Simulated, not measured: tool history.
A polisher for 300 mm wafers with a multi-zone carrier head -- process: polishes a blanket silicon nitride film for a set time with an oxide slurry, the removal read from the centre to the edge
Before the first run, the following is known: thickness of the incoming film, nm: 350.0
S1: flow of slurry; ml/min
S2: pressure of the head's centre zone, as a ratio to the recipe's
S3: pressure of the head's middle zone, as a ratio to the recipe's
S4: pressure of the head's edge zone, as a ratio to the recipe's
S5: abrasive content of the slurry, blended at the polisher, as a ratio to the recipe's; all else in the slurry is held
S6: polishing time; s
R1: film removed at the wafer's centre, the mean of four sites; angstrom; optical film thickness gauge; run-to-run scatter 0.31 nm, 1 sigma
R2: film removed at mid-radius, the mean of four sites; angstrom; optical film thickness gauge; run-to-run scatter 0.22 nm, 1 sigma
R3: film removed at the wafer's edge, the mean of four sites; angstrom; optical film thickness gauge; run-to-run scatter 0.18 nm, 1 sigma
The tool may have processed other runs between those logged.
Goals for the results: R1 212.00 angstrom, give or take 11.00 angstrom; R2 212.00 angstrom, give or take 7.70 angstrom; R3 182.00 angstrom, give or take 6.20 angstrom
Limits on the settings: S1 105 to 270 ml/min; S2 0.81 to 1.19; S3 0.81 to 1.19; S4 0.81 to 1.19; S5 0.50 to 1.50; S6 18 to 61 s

| run | hour | S1 | S2 | S3 | S4 | S5 | S6 | R1 | R2 | R3 |
|---|---|---|---|---|---|---|---|---|---|---|
| 1 | 0.0 | 175 | 1.00 | 1.00 | 1.00 | 1.00 | 39 | 217.64 | 220.15 | 216.04 |
| 2 | 4.6 | 170 | 1.01 | 1.01 | 0.97 | 1.00 | 39 | 223.28 | 214.94 | 212.99 |
| 3 | 10.5 | 170 | 1.01 | 1.04 | 0.95 | 0.95 | 39 | 213.09 | 219.74 | 205.88 |
| 4 | 17.8 | 170 | 1.01 | 0.97 | 0.95 | 0.95 | 39 | 210.78 | 206.24 | 204.31 |
| 5 | 26.7 | 170 | 1.01 | 0.97 | 0.95 | 0.95 | 46 | 250.76 | 245.32 | 244.46 |
| 6 | 33.9 | 170 | 1.01 | 0.97 | 0.95 | 0.95 | 40 | 217.98 | 210.80 | 212.35 |
| 7 | 39.9 | 170 | 1.02 | 0.99 | 0.93 | 0.90 | 40 | 208.73 | 209.17 | 206.13 |
| 8 | 41.9 | 170 | 1.05 | 1.02 | 0.91 | 0.90 | 39 | 217.98 | 208.52 | 194.37 |
| 9 | 48.0 | 170 | 1.05 | 1.03 | 0.90 | 0.90 | 39 | 212.95 | 209.88 | 195.02 |
| 10 | 50.9 | 170 | 1.06 | 1.04 | 0.89 | 0.90 | 39 | 209.17 | 210.65 | 197.99 |
| 11 | 54.0 | 175 | 1.08 | 1.06 | 0.88 | 0.85 | 39 | 210.37 | 209.60 | 190.24 |

5 next moves are on the table. One of them brings every result within its allowed miss. Which?
| A | 57.1 | 165 | 1.09 | 1.09 | 0.81 | 1.10 | 34 | ? | ? | ? |
| B | 57.1 | 210 | 1.11 | 1.17 | 0.81 | 0.85 | 38 | ? | ? | ? |
| C | 57.1 | 150 | 1.19 | 1.18 | 0.81 | 0.90 | 36 | ? | ? | ? |
| D | 57.1 | 205 | 1.11 | 1.19 | 0.82 | 1.05 | 34 | ? | ? | ? |
| E | 57.1 | 180 | 1.10 | 1.09 | 0.89 | 0.90 | 38 | ? | ? | ? |

| move | R1 | R2 | R3 |
|---|---|---|---|
| A | 212.42 | 213.02 | 183.33 |
| B | 217.93 | 227.93 | 182.49 |
| C | 211.31 | 212.58 | 171.62 |
| D | 218.95 | 232.44 | 184.31 |
| E | 218.08 | 216.78 | 192.29 |
A: every result within its allowed miss
B: brings the last run's worst result on target, with another outside its allowed miss
C: moves the result that the last run missed by most past its target, out the other side
D: brings the last run's worst result on target, with another outside its allowed miss
E: further off than the last run
A meets every target.
